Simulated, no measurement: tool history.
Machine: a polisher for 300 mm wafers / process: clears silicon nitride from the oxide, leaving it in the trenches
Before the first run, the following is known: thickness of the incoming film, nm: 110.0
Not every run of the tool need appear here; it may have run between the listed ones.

run,hour,flow of slurry (ml/min),pressure of the wafer on the pad (psi),speed of the pad under the wafer (cm/s),overpolish time after the end point (s),time until the end point was called (s)
1,0,165,3.4,84,22,149.82
2,5.5,165,3.4,66,22,187.05
3,6.4,165,4,70,22,148.07
4,8.6,165,4,82,22,125.4
5,15.4,165,4,66,22,153.89
6,23.6,165,4.4,68,22,136.04
7,24.3,165,4.7,70,22,126.91
8,27.2,165,4.9,74,22,116.25
9,36.2,165,5,76,22,112.73

What will run 10 give?
10,41.7,165,5.1,78,22,?

{"run 10": {"time until the end point was called (s)": 105.3}}
